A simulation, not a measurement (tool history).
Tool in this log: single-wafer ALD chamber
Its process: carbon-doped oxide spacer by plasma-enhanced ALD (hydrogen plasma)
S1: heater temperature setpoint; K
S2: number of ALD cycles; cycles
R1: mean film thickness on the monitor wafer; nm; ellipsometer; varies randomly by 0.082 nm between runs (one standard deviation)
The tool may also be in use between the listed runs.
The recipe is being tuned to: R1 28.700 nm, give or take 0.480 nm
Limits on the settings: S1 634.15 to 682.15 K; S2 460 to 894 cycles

run,hour,S1,S2,R1
1,0.0,658.15,677,34.165
2,8.0,658.15,657,33.127
3,15.7,658.15,714,36.032
4,20.0,658.15,688,34.732
5,22.6,658.15,653,33.161
6,29.2,650.15,653,33.124
7,32.7,650.15,636,32.011
# hour 36.2: thermocouple changed; heater temperature recalibrated
8,36.2,650.15,554,28.083

Of the 4 settings listed for the next run, only one would bring every result within its allowed miss of target. Which one?
A,39.7,655.15,569,?
B,39.7,646.15,543,?
C,39.7,649.15,546,?
D,39.7,651.15,546,?

move,R1
A,28.561
B,27.256
C,27.407
D,27.407
A: meets every target
B: lands further from the targets than the last run did
C: lands further from the targets than the last run did
D: lands further from the targets than the last run did
Correct choice: A, which meets every target
